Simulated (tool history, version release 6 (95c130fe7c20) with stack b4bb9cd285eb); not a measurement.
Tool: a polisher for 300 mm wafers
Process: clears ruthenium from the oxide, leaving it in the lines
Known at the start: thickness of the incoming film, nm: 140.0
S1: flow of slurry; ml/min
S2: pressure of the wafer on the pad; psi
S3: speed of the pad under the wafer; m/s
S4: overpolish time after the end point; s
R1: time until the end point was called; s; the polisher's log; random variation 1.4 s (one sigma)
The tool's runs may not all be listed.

run,hour,S1,S2,S3,S4,R1
1,0.0,180,2.8,0.82,41,131.75
2,7.0,180,2.3,0.82,41,157.82
3,12.2,180,2.3,0.94,41,136.40
4,15.0,180,2.6,0.94,41,123.57
5,16.0,180,2.8,0.94,41,114.06
6,23.7,180,2.8,0.94,44,113.77
7,29.3,180,3.0,0.94,44,108.20

The next listed run, before its measurement:
8,35.7,180,3.2,0.94,44,?

{"run 8": {"R1": 104.84}}
